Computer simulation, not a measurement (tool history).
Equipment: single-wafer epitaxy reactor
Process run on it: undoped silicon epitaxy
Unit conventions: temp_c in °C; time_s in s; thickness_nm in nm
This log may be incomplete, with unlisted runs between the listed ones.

| run | hour | temp_c | time_s | thickness_nm |
|---|---|---|---|---|
| 1 | 0.0 | 665 | 242 | 52.528 |
| 2 | 7.5 | 659 | 242 | 45.766 |
| 3 | 13.4 | 650 | 242 | 37.314 |
| 4 | 15.8 | 650 | 219 | 33.694 |
| 5 | 17.7 | 653 | 219 | 36.157 |
| 6 | 26.6 | 653 | 242 | 40.100 |
| 7 | 28.5 | 655 | 242 | 41.842 |

Run 8, settings as shown, results not yet in. Your forecast:
| 8 | 29.4 | 657 | 242 | ? |

{"run 8": {"thickness_nm": 43.927}}

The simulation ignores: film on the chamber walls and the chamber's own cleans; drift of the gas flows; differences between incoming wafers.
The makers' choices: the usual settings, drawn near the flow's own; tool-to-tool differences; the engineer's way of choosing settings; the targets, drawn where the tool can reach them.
